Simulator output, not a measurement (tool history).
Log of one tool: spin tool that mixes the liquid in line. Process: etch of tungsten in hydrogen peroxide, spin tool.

run,hour,temperature setpoint of the liquid (K),concentration of hydrogen peroxide in the mixed liquid (% by weight),time under the liquid (s),thickness taken off the tungsten on a monitor wafer (angstrom)
1,0,324.15,21,15,249.6
2,7.1,328.15,21,15,321.04
3,11,328.15,16.5,15,283.87
4,12.8,328.15,21,15,320.82
5,17.8,331.15,21,15,382.81
6,24.1,333.15,21,15,432.14
7,26.4,334.15,21,15,458.83
8,34.9,335.15,21,15,482.63
9,38,335.65,21,15,497.59
10,38.7,335.65,21,15,491.97

Forecast run 11:
11,39.7,336.15,21,15,?

thickness taken off the tungsten on a monitor wafer (angstrom): 511.88

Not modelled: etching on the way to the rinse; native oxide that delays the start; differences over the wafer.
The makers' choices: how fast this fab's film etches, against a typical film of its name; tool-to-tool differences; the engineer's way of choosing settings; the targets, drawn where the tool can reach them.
